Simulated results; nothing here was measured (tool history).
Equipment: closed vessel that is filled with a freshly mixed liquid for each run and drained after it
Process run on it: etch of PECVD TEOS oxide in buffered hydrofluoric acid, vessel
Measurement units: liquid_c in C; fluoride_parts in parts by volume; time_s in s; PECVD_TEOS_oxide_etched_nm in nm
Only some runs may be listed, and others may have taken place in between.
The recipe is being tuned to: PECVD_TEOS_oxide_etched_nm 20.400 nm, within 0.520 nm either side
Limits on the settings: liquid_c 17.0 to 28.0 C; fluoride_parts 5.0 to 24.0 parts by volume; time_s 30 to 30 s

| run | hour | liquid_c | fluoride_parts | time_s | PECVD_TEOS_oxide_etched_nm |
|---|---|---|---|---|---|
| 1 | 0.0 | 20.0 | 14.5 | 30 | 35.112 |
| 2 | 8.9 | 20.0 | 18.0 | 30 | 28.467 |
| 3 | 12.2 | 20.0 | 18.0 | 30 | 28.067 |
| 4 | 17.4 | 19.5 | 18.5 | 30 | 26.733 |
| 5 | 25.3 | 19.0 | 19.0 | 30 | 25.281 |
| 6 | 29.8 | 18.5 | 19.5 | 30 | 23.887 |
| 7 | 30.3 | 18.0 | 20.0 | 30 | 22.880 |
| 8 | 31.1 | 17.5 | 20.5 | 30 | 21.441 |

Which of these 4 next moves meets every target?
| A | 31.9 | 17.0 | 20.0 | 30 | ? |
| B | 31.9 | 17.0 | 19.5 | 30 | ? |
| C | 31.9 | 17.5 | 22.5 | 30 | ? |
| D | 31.9 | 17.0 | 19.0 | 30 | ? |

| move | PECVD_TEOS_oxide_etched_nm |
|---|---|
| A | 21.383 |
| B | 21.926 |
| C | 20.284 |
| D | 22.496 |
A: closes in on the targets versus the last run, not all within tolerance yet
B: moves away from the targets compared with the last run
C: every result lands within tolerance
D: moves away from the targets compared with the last run
C meets every target.
